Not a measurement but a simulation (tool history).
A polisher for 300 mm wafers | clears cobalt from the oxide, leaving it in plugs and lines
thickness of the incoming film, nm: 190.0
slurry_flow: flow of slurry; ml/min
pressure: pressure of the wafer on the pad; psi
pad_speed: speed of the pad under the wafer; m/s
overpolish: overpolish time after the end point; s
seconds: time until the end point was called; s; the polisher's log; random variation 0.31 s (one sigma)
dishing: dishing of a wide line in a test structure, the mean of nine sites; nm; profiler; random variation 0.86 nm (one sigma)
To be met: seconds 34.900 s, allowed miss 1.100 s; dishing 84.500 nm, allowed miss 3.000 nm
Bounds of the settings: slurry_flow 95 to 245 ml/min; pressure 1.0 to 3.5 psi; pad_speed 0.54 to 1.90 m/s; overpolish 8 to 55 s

run	day	slurry_flow	pressure	pad_speed	overpolish	seconds	dishing
1	0.000	155	2.2	1.22	28	28.912	79.605
2	0.162	150	2.2	1.22	29	28.506	79.574
3	0.292	150	2.1	1.22	31	30.201	81.057
4	0.379	150	2.1	1.22	32	29.908	80.281
5	0.738	150	2.1	1.22	34	30.082	81.410
6	0.821	150	2.1	1.22	36	29.762	82.643
7	1.150	150	2.1	1.22	36	29.995	84.397
8	1.429	150	2.1	1.22	37	29.883	85.249

5 next moves are on the table. One of them brings every result within its allowed miss. Which?
A	1.708	165	1.9	1.56	35	?	?
B	1.708	145	2.1	1.04	44	?	?
C	1.708	160	1.4	1.66	42	?	?
D	1.708	150	2.4	1.26	34	?	?
E	1.708	130	2.2	1.10	40	?	?

move	seconds	dishing
A	25.671	84.833
B	35.352	83.514
C	32.557	84.100
D	25.627	84.380
E	32.724	83.091
A: further off than the last run
B: meets every target
C: nearer than the last run, and not there yet
D: further off than the last run
E: nearer than the last run, and not there yet
Move B is the one to make.

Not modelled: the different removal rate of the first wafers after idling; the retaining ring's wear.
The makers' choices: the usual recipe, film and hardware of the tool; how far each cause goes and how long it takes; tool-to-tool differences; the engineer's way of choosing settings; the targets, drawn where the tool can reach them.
